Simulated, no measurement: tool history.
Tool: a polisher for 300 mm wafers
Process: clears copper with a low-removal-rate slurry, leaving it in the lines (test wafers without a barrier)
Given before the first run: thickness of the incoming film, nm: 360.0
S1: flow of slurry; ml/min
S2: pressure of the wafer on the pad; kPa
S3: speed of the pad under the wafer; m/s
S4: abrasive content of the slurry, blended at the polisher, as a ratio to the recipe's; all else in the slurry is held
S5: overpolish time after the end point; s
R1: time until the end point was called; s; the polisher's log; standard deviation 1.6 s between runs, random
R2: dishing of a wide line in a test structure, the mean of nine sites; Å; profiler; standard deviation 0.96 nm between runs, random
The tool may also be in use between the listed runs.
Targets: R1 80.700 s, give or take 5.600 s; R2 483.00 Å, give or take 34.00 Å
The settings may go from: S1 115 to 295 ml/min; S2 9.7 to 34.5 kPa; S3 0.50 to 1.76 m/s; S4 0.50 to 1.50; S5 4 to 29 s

run  hour   S1    S2    S3    S4  S5       R1      R2
  1   0.0  190  22.1  1.12  1.00  15   93.149  328.26
  2   5.9  170  22.1  1.12  1.00  15   94.040  316.29
  3   7.4  170  18.6  1.12  1.00  15  114.840  273.42
  4  14.4  170  18.6  0.92  1.00  15  135.570  246.64
  5  16.7  170  20.7  0.92  1.00  16  120.800  269.35
  6  18.1  170  20.7  0.92  0.85  16  126.660  268.95
  7  23.7  170  22.1  0.94  0.85  17  117.660  304.79
  8  31.2  170  28.3  0.98  0.85  20   89.702  405.06
  9  34.9  170  29.0  0.98  0.85  20   89.253  405.37
 10  41.3  170  29.6  0.98  0.85  20   82.029  415.08
 11  49.4  170  29.6  0.98  0.85  21   82.345  418.71
 12  51.3  170  29.6  0.98  0.85  22   82.072  441.02

Which single option among these 4 for the next run brings every result within its allowed miss of target? Just one does.
  A  53.2  190  33.1  0.98  0.75  19   ?   ?
  B  53.2  155  32.4  0.90  1.05  24   ?   ?
  C  53.2  180  34.5  0.94  0.95  29   ?   ?
  D  53.2  225  28.3  0.90  1.10  20   ?   ?

move      R1      R2
   A  73.867  433.66
   B  79.737  471.89
   C  71.416  543.94
   D  85.217  407.37
A: moves away from the targets compared with the last run
B: every result within its allowed miss
C: takes the result that was furthest off past its target
D: moves away from the targets compared with the last run
Correct choice: B, which meets every target
